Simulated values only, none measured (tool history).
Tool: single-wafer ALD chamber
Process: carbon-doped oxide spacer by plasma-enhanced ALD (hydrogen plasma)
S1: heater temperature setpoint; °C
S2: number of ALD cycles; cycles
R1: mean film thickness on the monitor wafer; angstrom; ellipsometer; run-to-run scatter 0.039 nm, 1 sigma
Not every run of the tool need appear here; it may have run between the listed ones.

run 1 hour=0 | S1=410 S2=366 | R1=171.7
run 2 hour=6.7 | S1=400 S2=366 | R1=176.28
run 3 hour=14.2 | S1=400 S2=413 | R1=199.1
run 4 hour=18.2 | S1=400 S2=432 | R1=209.5
run 5 hour=19.8 | S1=401 S2=407 | R1=197.38
run 6 hour=27 | S1=401 S2=453 | R1=219.69
run 7 hour=28.9 | S1=403 S2=425 | R1=204.32
run 8 hour=36.8 | S1=415 S2=366 | R1=168.18
run 9 hour=38.9 | S1=416 S2=352 | R1=161.19
run 10 hour=41 | S1=416 S2=352 | R1=161.91
run 11 hour=42.8 | S1=417 S2=340 | R1=155.97

Predict the results of run 12:
run 12 hour=49.8 | S1=418 S2=330 | R1=?

R1: 150.61 angstrom

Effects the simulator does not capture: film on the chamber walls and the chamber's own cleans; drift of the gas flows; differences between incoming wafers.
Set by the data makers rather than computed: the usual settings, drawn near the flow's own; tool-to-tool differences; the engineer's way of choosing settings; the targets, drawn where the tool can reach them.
